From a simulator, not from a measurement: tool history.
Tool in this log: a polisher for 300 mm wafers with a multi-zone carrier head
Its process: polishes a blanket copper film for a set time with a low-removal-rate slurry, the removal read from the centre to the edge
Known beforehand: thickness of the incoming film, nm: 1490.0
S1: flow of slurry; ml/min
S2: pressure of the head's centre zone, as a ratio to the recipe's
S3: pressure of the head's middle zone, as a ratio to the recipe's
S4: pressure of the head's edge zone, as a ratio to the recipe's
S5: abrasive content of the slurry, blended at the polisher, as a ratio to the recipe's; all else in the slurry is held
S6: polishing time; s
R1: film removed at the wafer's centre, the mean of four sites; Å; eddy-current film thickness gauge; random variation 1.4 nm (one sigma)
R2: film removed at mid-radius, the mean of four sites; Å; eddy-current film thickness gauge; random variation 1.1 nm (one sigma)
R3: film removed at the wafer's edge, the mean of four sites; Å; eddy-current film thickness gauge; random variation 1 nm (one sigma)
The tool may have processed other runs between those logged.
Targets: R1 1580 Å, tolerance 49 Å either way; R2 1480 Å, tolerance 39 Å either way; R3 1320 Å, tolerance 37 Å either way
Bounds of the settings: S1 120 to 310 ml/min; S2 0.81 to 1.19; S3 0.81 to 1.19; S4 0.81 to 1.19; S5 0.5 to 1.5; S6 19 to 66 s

{"run": 1, "hour": 0.0, "S1": 200, "S2": 1, "S3": 1, "S4": 1, "S5": 1, "S6": 42, "R1": 1852.8, "R2": 1835.1, "R3": 1763.8}
{"run": 2, "hour": 2.3, "S1": 200, "S2": 1, "S3": 1, "S4": 0.98, "S5": 0.95, "S6": 42, "R1": 1849.8, "R2": 1806.2, "R3": 1746.8}
{"run": 3, "hour": 3.6, "S1": 200, "S2": 1.05, "S3": 1, "S4": 0.98, "S5": 0.95, "S6": 42, "R1": 1935.2, "R2": 1813.7, "R3": 1732.1}
{"run": 4, "hour": 10.5, "S1": 200, "S2": 1.05, "S3": 1, "S4": 0.97, "S5": 0.9, "S6": 41, "R1": 1827.2, "R2": 1752.4, "R3": 1668.2}
{"run": 5, "hour": 15.1, "S1": 200, "S2": 1.05, "S3": 1, "S4": 0.9, "S5": 0.9, "S6": 41, "R1": 1861.4, "R2": 1763.4, "R3": 1611.4}
{"run": 6, "hour": 21.3, "S1": 200, "S2": 1.05, "S3": 1, "S4": 0.89, "S5": 0.85, "S6": 41, "R1": 1849.2, "R2": 1718.6, "R3": 1608.5}
{"run": 7, "hour": 22.9, "S1": 200, "S2": 1.05, "S3": 1.01, "S4": 0.88, "S5": 0.8, "S6": 41, "R1": 1805.1, "R2": 1713.2, "R3": 1576.3}
{"run": 8, "hour": 23.9, "S1": 200, "S2": 1.06, "S3": 1.01, "S4": 0.87, "S5": 0.75, "S6": 41, "R1": 1798, "R2": 1688.8, "R3": 1528.9}
{"run": 9, "hour": 28.3, "S1": 195, "S2": 1.06, "S3": 1.01, "S4": 0.86, "S5": 0.7, "S6": 41, "R1": 1782.9, "R2": 1671.3, "R3": 1516.2}
{"run": 10, "hour": 34.1, "S1": 185, "S2": 1.06, "S3": 1.02, "S4": 0.81, "S5": 0.5, "S6": 37, "R1": 1479, "R2": 1396.9, "R3": 1216.5}
{"hour": 37.0, "done": "edge zone pressure recalibrated"}
{"run": 11, "hour": 37.0, "S1": 190, "S2": 1.06, "S3": 1.02, "S4": 0.82, "S5": 0.5, "S6": 37, "R1": 1471.8, "R2": 1408.2, "R3": 1287.8}

Which single option among these 5 for the next run brings every result within its allowed miss of target? Just one does.
{"run": "A", "hour": 39.9, "S1": 140, "S2": 1.12, "S3": 1.06, "S4": 0.81, "S5": 0.65, "S6": 38, "R1": "?", "R2": "?", "R3": "?"}
{"run": "B", "hour": 39.9, "S1": 180, "S2": 1.1, "S3": 1.13, "S4": 0.81, "S5": 0.6, "S6": 37, "R1": "?", "R2": "?", "R3": "?"}
{"run": "C", "hour": 39.9, "S1": 185, "S2": 1.01, "S3": 1.1, "S4": 0.85, "S5": 0.55, "S6": 37, "R1": "?", "R2": "?", "R3": "?"}
{"run": "D", "hour": 39.9, "S1": 145, "S2": 1.08, "S3": 1.01, "S4": 0.81, "S5": 0.5, "S6": 39, "R1": "?", "R2": "?", "R3": "?"}
{"run": "E", "hour": 39.9, "S1": 200, "S2": 1.02, "S3": 1.06, "S4": 0.81, "S5": 0.5, "S6": 38, "R1": "?", "R2": "?", "R3": "?"}

move=A R1=1579.7 R2=1466.8 R3=1328
move=B R1=1579.4 R2=1553.8 R3=1318.8
move=C R1=1444.3 R2=1501.7 R3=1321.2
move=D R1=1497.3 R2=1383.9 R3=1296.9
move=E R1=1487.3 R2=1488.2 R3=1321
A: each result inside its tolerance
B: meets the target for the result that was furthest off, but another lies outside its allowed miss
C: lands further from the targets than the last run did
D: lands further from the targets than the last run did
E: gains on the last run, yet a result remains outside its allowed miss
Correct choice: A, which meets every target
